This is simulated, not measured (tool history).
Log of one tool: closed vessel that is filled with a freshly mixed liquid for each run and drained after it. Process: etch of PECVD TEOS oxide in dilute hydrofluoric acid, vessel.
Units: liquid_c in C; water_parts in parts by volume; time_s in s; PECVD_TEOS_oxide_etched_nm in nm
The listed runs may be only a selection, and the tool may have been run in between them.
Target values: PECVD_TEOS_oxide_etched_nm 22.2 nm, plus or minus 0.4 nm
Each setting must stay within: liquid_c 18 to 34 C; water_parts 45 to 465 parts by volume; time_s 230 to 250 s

Run 1, day 0: liquid_c 26 C, water_parts 255 parts by volume, time_s 230 s. Result: PECVD_TEOS_oxide_etched_nm 18.601 nm.
Run 2, day 0.329: liquid_c 26 C, water_parts 295 parts by volume, time_s 230 s. Result: PECVD_TEOS_oxide_etched_nm 15.288 nm.
Run 3, day 0.421: liquid_c 28 C, water_parts 290 parts by volume, time_s 230 s. Result: PECVD_TEOS_oxide_etched_nm 16.915 nm.
Run 4, day 0.729: liquid_c 28 C, water_parts 220 parts by volume, time_s 230 s. Result: PECVD_TEOS_oxide_etched_nm 23.926 nm.
Run 5, day 0.9: liquid_c 27.5 C, water_parts 220 parts by volume, time_s 230 s. Result: PECVD_TEOS_oxide_etched_nm 23.599 nm.
Run 6, day 0.988: liquid_c 27.5 C, water_parts 255 parts by volume, time_s 230 s. Result: PECVD_TEOS_oxide_etched_nm 19.684 nm.
Run 7, day 1.083: liquid_c 28.5 C, water_parts 255 parts by volume, time_s 230 s. Result: PECVD_TEOS_oxide_etched_nm 20.164 nm.
Run 8, day 1.133: liquid_c 29.5 C, water_parts 255 parts by volume, time_s 230 s. Result: PECVD_TEOS_oxide_etched_nm 20.881 nm.

Which of these 5 next moves meets every target?
Run A, day 1.183: liquid_c 31.5 C, water_parts 305 parts by volume, time_s 250 s. Result: PECVD_TEOS_oxide_etched_nm ?.
Run B, day 1.183: liquid_c 29.5 C, water_parts 270 parts by volume, time_s 230 s. Result: PECVD_TEOS_oxide_etched_nm ?.
Run C, day 1.183: liquid_c 29 C, water_parts 250 parts by volume, time_s 250 s. Result: PECVD_TEOS_oxide_etched_nm ?.
Run D, day 1.183: liquid_c 31 C, water_parts 260 parts by volume, time_s 230 s. Result: PECVD_TEOS_oxide_etched_nm ?.
Run E, day 1.183: liquid_c 30 C, water_parts 245 parts by volume, time_s 230 s. Result: PECVD_TEOS_oxide_etched_nm ?.

move  PECVD_TEOS_oxide_etched_nm
   A                      18.983
   B                      19.237
   C                      22.716
   D                      21.228
   E                       22.18
A: moves away from the targets compared with the last run
B: moves away from the targets compared with the last run
C: takes the biggest miss from the last run beyond its target
D: nearer the targets than the last run, but a result is still out of spec
E: meets every target
Go with E: it meets all targets.
